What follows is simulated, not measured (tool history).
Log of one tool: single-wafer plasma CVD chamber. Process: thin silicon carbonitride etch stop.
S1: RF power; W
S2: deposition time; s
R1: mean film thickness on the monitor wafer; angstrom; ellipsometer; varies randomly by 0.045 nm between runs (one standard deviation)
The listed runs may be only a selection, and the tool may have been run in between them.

| run | hour | S1 | S2 | R1 |
|---|---|---|---|---|
| 1 | 0 | 200 | 25.5 | 144 |
| 2 | 1.2 | 200 | 22.9 | 128.84 |
| 3 | 5.5 | 215 | 24 | 138.64 |
| 4 | 11.1 | 230 | 24.6 | 144.39 |
| 5 | 17.4 | 240 | 25.2 | 150.68 |
| 6 | 21.9 | 240 | 28.7 | 171.23 |
| 7 | 26.7 | 235 | 28.7 | 170.72 |
| 8 | 34.5 | 230 | 28.7 | 168.91 |

Forecast run 9:
| 9 | 35.4 | 225 | 28.7 | ? |

{"run 9": {"R1": 168.4}}
